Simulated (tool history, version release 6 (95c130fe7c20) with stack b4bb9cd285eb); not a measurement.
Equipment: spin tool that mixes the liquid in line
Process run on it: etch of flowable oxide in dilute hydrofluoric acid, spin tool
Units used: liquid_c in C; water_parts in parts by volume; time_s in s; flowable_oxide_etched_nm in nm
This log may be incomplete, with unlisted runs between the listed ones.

run,hour,liquid_c,water_parts,time_s,flowable_oxide_etched_nm
1,0,23,105,80,31.777
2,6.6,21.5,105,80,29.896
3,12.1,21.5,80,80,40.5
4,19.2,21.5,55,80,60.422
5,20.4,21.5,25,80,139.13
6,28.6,24,25,80,154.02

What does the tool deliver on the next run?
7,33.3,22,35,80,?

flowable_oxide_etched_nm: 98.82 nm

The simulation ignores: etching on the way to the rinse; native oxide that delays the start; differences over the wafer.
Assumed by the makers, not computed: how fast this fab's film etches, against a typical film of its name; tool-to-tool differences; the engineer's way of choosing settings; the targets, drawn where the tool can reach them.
